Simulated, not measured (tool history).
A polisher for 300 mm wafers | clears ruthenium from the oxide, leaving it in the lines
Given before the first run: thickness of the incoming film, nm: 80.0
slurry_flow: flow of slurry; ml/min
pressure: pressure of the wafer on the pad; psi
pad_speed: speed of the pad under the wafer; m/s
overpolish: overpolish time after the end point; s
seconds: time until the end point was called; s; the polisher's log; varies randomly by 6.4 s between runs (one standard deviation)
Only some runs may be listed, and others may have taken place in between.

Run 1, hour 0.0: slurry_flow 235 ml/min, pressure 1.4 psi, pad_speed 0.76 m/s, overpolish 11 s. Result: seconds 162.23 s.
Run 2, hour 3.4: slurry_flow 200 ml/min, pressure 1.4 psi, pad_speed 0.76 m/s, overpolish 11 s. Result: seconds 161.80 s.
Run 3, hour 9.0: slurry_flow 200 ml/min, pressure 1.1 psi, pad_speed 0.64 m/s, overpolish 11 s. Result: seconds 238.23 s.
Run 4, hour 11.7: slurry_flow 200 ml/min, pressure 0.9 psi, pad_speed 0.64 m/s, overpolish 11 s. Result: seconds 283.99 s.
Run 5, hour 16.4: slurry_flow 180 ml/min, pressure 0.9 psi, pad_speed 0.64 m/s, overpolish 11 s. Result: seconds 291.68 s.
Run 6, hour 19.7: slurry_flow 175 ml/min, pressure 0.8 psi, pad_speed 0.58 m/s, overpolish 11 s. Result: seconds 363.08 s.
Run 7, hour 22.0: slurry_flow 170 ml/min, pressure 0.7 psi, pad_speed 0.56 m/s, overpolish 11 s. Result: seconds 416.08 s.
Run 8, hour 23.7: slurry_flow 165 ml/min, pressure 0.7 psi, pad_speed 0.56 m/s, overpolish 11 s. Result: seconds 425.69 s.

Run 9, settings as shown, results not yet in. Your forecast:
Run 9, hour 27.9: slurry_flow 160 ml/min, pressure 0.7 psi, pad_speed 0.56 m/s, overpolish 11 s. Result: seconds ?.

Logged for run 9: seconds 417.61 s.
